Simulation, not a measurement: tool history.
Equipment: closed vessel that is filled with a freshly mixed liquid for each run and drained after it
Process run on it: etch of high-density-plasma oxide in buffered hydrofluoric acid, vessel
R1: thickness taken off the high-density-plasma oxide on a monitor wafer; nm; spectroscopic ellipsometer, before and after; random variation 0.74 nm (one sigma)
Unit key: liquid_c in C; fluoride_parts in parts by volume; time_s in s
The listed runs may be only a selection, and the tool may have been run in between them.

run 1 hour=0 | liquid_c=25 fluoride_parts=7.5 time_s=90 | R1=200.67
run 2 hour=1.8 | liquid_c=25 fluoride_parts=9.5 time_s=90 | R1=160.5
run 3 hour=6.4 | liquid_c=26 fluoride_parts=9.5 time_s=90 | R1=169.13
run 4 hour=12.5 | liquid_c=26.5 fluoride_parts=9.5 time_s=90 | R1=173.66
run 5 hour=13.5 | liquid_c=26.5 fluoride_parts=9.5 time_s=90 | R1=172.59
run 6 hour=18.6 | liquid_c=25 fluoride_parts=9.5 time_s=90 | R1=159.78
run 7 hour=20.7 | liquid_c=26 fluoride_parts=9.5 time_s=90 | R1=168.39
run 8 hour=25.2 | liquid_c=26.5 fluoride_parts=9.5 time_s=90 | R1=174.15
run 9 hour=28.8 | liquid_c=27 fluoride_parts=9.5 time_s=90 | R1=176.86

Predict the results of run 10:
run 10 hour=34.1 | liquid_c=27.5 fluoride_parts=9.5 time_s=90 | R1=?

R1: 181.89 nm
